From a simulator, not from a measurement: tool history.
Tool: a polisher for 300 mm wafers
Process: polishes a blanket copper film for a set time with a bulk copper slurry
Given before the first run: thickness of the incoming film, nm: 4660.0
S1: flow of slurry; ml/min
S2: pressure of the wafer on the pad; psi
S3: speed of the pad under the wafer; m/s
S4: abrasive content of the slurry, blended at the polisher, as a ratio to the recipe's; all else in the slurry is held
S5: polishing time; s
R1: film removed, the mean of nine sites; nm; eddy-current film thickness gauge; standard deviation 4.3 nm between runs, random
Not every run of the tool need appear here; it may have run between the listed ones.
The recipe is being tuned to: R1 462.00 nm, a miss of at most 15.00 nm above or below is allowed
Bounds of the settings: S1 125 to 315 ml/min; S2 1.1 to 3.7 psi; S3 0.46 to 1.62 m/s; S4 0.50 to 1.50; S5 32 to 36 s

run 1 day=0.000 | S1=205 S2=2.4 S3=1.04 S4=1.00 S5=36 | R1=283.79
run 2 day=0.312 | S1=210 S2=2.7 S3=1.04 S4=1.00 S5=36 | R1=309.05
run 3 day=0.342 | S1=210 S2=3.1 S3=1.04 S4=1.00 S5=36 | R1=347.19
run 4 day=0.533 | S1=210 S2=3.1 S3=1.04 S4=1.10 S5=36 | R1=358.28
run 5 day=0.833 | S1=210 S2=3.1 S3=1.04 S4=1.00 S5=36 | R1=345.12
run 6 day=0.962 | S1=210 S2=3.3 S3=1.08 S4=1.00 S5=36 | R1=381.32
run 7 day=1.292 | S1=210 S2=3.4 S3=1.10 S4=1.00 S5=36 | R1=397.24
run 8 day=1.538 | S1=210 S2=3.5 S3=1.12 S4=1.00 S5=36 | R1=410.40
run 9 day=1.688 | S1=215 S2=3.6 S3=1.14 S4=1.00 S5=36 | R1=424.74
run 10 day=1.912 | S1=215 S2=3.6 S3=1.16 S4=1.00 S5=36 | R1=430.19
run 11 day=2.033 | S1=215 S2=3.6 S3=1.18 S4=1.00 S5=36 | R1=432.30
run 12 day=2.225 | S1=215 S2=3.6 S3=1.20 S4=1.00 S5=36 | R1=433.93

Which single option among these 4 for the next run brings every result within its allowed miss of target? Just one does.
run A day=2.417 | S1=155 S2=3.7 S3=0.98 S4=1.00 S5=36 | R1=?
run B day=2.417 | S1=250 S2=3.6 S3=1.52 S4=1.00 S5=34 | R1=?
run C day=2.417 | S1=185 S2=3.7 S3=1.32 S4=0.95 S5=36 | R1=?
run D day=2.417 | S1=190 S2=3.5 S3=1.54 S4=0.95 S5=36 | R1=?

move=A R1=374.09
move=B R1=487.26
move=C R1=458.92
move=D R1=489.32
A: misses by more than the last run did
B: takes the result that was furthest off past its target
C: every result lands within tolerance
D: takes the result that was furthest off past its target
Correct choice: C, which meets every target
